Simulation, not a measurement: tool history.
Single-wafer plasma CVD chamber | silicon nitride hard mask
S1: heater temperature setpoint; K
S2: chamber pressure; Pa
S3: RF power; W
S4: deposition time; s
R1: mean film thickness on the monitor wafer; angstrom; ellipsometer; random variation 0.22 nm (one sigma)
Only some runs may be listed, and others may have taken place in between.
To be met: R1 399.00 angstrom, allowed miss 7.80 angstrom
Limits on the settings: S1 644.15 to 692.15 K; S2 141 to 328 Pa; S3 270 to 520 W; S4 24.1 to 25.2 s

Run 1, hour 0.0: S1 668.15 K, S2 235 Pa, S3 395 W, S4 25.2 s. Result: R1 330.65 angstrom.
Run 2, hour 4.6: S1 668.15 K, S2 235 Pa, S3 445 W, S4 25.2 s. Result: R1 354.52 angstrom.
Run 3, hour 12.9: S1 668.15 K, S2 257 Pa, S3 455 W, S4 25.2 s. Result: R1 373.62 angstrom.
Run 4, hour 19.0: S1 668.15 K, S2 269 Pa, S3 460 W, S4 25.2 s. Result: R1 383.54 angstrom.
Run 5, hour 21.3: S1 668.15 K, S2 276 Pa, S3 460 W, S4 25.2 s. Result: R1 387.65 angstrom.
Run 6, hour 30.1: S1 668.15 K, S2 276 Pa, S3 435 W, S4 25.2 s. Result: R1 375.43 angstrom.
Run 7, hour 37.0: S1 668.15 K, S2 287 Pa, S3 435 W, S4 25.2 s. Result: R1 379.75 angstrom.
At hour 39.1: thermocouple changed; heater temperature recalibrated.
Run 8, hour 39.1: S1 668.15 K, S2 296 Pa, S3 435 W, S4 25.2 s. Result: R1 377.97 angstrom.
Run 9, hour 47.2: S1 668.15 K, S2 304 Pa, S3 440 W, S4 25.2 s. Result: R1 386.26 angstrom.

5 next moves are on the table. One of them brings every result within its allowed miss. Which?
Run A, hour 55.3: S1 666.15 K, S2 300 Pa, S3 425 W, S4 25.2 s. Result: R1 ?.
Run B, hour 55.3: S1 665.15 K, S2 297 Pa, S3 440 W, S4 24.7 s. Result: R1 ?.
Run C, hour 55.3: S1 666.15 K, S2 295 Pa, S3 445 W, S4 24.1 s. Result: R1 ?.
Run D, hour 55.3: S1 668.15 K, S2 311 Pa, S3 475 W, S4 24.6 s. Result: R1 ?.
Run E, hour 55.3: S1 668.15 K, S2 319 Pa, S3 430 W, S4 24.5 s. Result: R1 ?.

move      R1
   A  380.14
   B  380.21
   C  372.55
   D  402.25
   E  378.82
A: its largest miss is bigger than the last run's
B: its largest miss is bigger than the last run's
C: its largest miss is bigger than the last run's
D: each result inside its tolerance
E: its largest miss is bigger than the last run's
Answer: D

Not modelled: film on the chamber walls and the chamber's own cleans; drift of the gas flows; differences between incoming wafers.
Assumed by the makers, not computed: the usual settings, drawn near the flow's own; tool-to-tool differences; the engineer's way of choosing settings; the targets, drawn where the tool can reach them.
